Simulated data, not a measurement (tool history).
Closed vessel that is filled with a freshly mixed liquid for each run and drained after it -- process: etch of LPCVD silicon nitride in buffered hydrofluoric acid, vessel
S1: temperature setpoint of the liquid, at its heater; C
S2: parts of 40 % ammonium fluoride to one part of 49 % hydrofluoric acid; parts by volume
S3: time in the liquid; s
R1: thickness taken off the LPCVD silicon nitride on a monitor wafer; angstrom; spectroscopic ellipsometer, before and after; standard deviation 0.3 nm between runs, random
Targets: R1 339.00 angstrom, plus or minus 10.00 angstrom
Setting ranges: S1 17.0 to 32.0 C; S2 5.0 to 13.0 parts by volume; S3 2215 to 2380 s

| run | hour | S1 | S2 | S3 | R1 |
|---|---|---|---|---|---|
| 1 | 0.0 | 24.0 | 8.0 | 2215 | 381.17 |
| 2 | 3.5 | 24.0 | 8.0 | 2380 | 413.02 |
| 3 | 11.5 | 24.0 | 8.0 | 2380 | 414.31 |
| 4 | 13.2 | 24.0 | 7.0 | 2380 | 479.33 |
| 5 | 16.5 | 22.5 | 7.0 | 2380 | 448.87 |
| 6 | 20.8 | 22.5 | 5.0 | 2380 | 598.05 |
| 7 | 25.2 | 21.0 | 5.5 | 2380 | 509.73 |
| 8 | 28.4 | 20.0 | 6.0 | 2380 | 445.16 |
| 9 | 31.4 | 19.5 | 6.0 | 2380 | 434.99 |
| 10 | 39.7 | 19.0 | 6.0 | 2380 | 418.79 |
| 11 | 47.9 | 17.0 | 7.0 | 2375 | 326.15 |

Pick the move, out of 5, that brings all results within their allowed miss; only one does.
| A | 56.1 | 18.5 | 7.5 | 2225 | ? |
| B | 56.1 | 17.0 | 6.5 | 2350 | ? |
| C | 56.1 | 17.5 | 7.5 | 2380 | ? |
| D | 56.1 | 18.5 | 7.5 | 2285 | ? |
| E | 56.1 | 18.5 | 7.5 | 2305 | ? |

| move | R1 |
|---|---|
| A | 305.71 |
| B | 340.73 |
| C | 308.98 |
| D | 313.95 |
| E | 316.70 |
A: its largest miss is bigger than the last run's
B: hits every target within its allowed miss
C: its largest miss is bigger than the last run's
D: its largest miss is bigger than the last run's
E: its largest miss is bigger than the last run's
The right move is B.
